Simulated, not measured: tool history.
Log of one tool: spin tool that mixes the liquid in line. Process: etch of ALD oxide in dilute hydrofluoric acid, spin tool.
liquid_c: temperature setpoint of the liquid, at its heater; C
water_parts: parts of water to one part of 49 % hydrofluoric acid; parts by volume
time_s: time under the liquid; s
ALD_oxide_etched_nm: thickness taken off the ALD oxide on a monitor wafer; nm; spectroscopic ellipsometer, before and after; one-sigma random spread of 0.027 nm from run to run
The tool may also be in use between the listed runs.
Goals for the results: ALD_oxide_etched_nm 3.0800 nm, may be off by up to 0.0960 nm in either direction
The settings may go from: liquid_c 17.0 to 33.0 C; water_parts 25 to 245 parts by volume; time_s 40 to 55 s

run	hour	liquid_c	water_parts	time_s	ALD_oxide_etched_nm
1	0.0	25.0	135	55	6.1769
2	8.6	23.5	145	55	5.5137
3	12.3	23.5	195	55	3.7395
4	20.5	22.5	195	55	3.6958
5	26.5	22.0	195	55	3.5913
6	28.3	21.0	195	55	3.4875
7	36.5	20.5	195	55	3.4341
8	40.6	20.0	195	55	3.3529

Of the 5 settings listed for the next run, only one would bring every result within its allowed miss of target. Which one?
A	44.7	20.5	195	50	?
B	44.7	23.5	165	45	?
C	44.7	20.5	190	45	?
D	44.7	17.0	170	55	?
E	44.7	21.0	210	50	?

move	ALD_oxide_etched_nm
A	3.1056
B	3.8239
C	2.8830
D	3.4961
E	2.8958
A: all results in spec
B: moves away from the targets compared with the last run
C: takes the biggest miss from the last run beyond its target
D: moves away from the targets compared with the last run
E: takes the biggest miss from the last run beyond its target
Correct choice: A, which meets every target
